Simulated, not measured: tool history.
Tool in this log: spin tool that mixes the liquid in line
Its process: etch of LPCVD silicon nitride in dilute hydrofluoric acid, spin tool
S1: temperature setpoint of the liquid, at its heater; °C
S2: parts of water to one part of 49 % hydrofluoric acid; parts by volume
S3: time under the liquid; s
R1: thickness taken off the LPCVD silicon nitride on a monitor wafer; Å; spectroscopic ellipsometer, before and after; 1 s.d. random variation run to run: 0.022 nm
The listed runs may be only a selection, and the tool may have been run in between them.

run,day,S1,S2,S3,R1
1,0.000,23.0,120,280,11.9150
2,0.212,22.5,130,280,11.4440
3,0.454,21.5,145,280,8.8507
4,0.646,21.5,160,280,8.5847
5,0.921,21.0,165,280,7.0461
6,1.242,21.0,190,280,6.3135

Run 7 comes next. What will it give?
7,1.550,20.5,190,280,?

R1: 6.6284 Å

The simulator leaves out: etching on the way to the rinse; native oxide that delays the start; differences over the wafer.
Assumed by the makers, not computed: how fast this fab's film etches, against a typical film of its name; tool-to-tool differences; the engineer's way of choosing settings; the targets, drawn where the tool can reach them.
